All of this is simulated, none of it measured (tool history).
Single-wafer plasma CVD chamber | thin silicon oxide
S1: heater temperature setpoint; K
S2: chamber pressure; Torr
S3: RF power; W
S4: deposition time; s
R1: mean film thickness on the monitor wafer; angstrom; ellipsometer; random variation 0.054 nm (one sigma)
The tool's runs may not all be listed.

run,hour,S1,S2,S3,S4,R1
1,0,693.15,0.809,280,7.15,142.85
2,6.6,693.15,0.76,280,7.15,133.91
3,9.6,693.15,0.725,280,7.15,127.89
4,16.5,693.15,0.725,300,7.15,133.49
5,20.9,683.15,0.725,300,7.15,133.49
6,29.3,683.15,0.69,300,7.15,128.11
7,35.3,683.15,0.661,300,7.15,121.33
8,41.9,683.15,0.644,300,7.15,117.48

The next listed run, before its measurement:
9,43,683.15,0.633,300,7.15,?

Run 9 gave R1 116.17 angstrom.
